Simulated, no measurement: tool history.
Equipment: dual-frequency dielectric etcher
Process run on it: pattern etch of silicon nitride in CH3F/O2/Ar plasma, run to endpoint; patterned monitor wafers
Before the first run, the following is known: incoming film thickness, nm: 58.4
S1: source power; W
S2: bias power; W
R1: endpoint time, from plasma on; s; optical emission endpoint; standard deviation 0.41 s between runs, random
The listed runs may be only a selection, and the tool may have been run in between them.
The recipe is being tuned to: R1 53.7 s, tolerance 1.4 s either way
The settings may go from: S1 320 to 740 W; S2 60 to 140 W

{"run": 1, "hour": 0.0, "S1": 530, "S2": 100, "R1": 64.436}
{"run": 2, "hour": 3.5, "S1": 460, "S2": 100, "R1": 67.614}
{"run": 3, "hour": 8.5, "S1": 510, "S2": 105, "R1": 64.491}
{"run": 4, "hour": 10.3, "S1": 550, "S2": 110, "R1": 60.168}
{"run": 5, "hour": 19.3, "S1": 580, "S2": 111, "R1": 58.471}
{"run": 6, "hour": 20.7, "S1": 600, "S2": 112, "R1": 57.226}
{"run": 7, "hour": 24.3, "S1": 610, "S2": 113, "R1": 56.71}
{"run": 8, "hour": 30.7, "S1": 620, "S2": 114, "R1": 56.016}
{"run": 9, "hour": 39.1, "S1": 630, "S2": 114, "R1": 54.908}
{"run": 10, "hour": 45.2, "S1": 640, "S2": 114, "R1": 55.508}

5 candidate next runs follow, results not yet known. Just one meets every target within its allowed miss. Identify it.
{"run": "A", "hour": 51.3, "S1": 600, "S2": 104, "R1": "?"}
{"run": "B", "hour": 51.3, "S1": 600, "S2": 126, "R1": "?"}
{"run": "C", "hour": 51.3, "S1": 650, "S2": 106, "R1": "?"}
{"run": "D", "hour": 51.3, "S1": 600, "S2": 109, "R1": "?"}
{"run": "E", "hour": 51.3, "S1": 660, "S2": 102, "R1": "?"}

move=A R1=59.264
move=B R1=53.493
move=C R1=56.727
move=D R1=57.776
move=E R1=57.552
A: its largest miss is bigger than the last run's
B: every result lands within tolerance
C: its largest miss is bigger than the last run's
D: its largest miss is bigger than the last run's
E: its largest miss is bigger than the last run's
Go with B: it meets all targets.

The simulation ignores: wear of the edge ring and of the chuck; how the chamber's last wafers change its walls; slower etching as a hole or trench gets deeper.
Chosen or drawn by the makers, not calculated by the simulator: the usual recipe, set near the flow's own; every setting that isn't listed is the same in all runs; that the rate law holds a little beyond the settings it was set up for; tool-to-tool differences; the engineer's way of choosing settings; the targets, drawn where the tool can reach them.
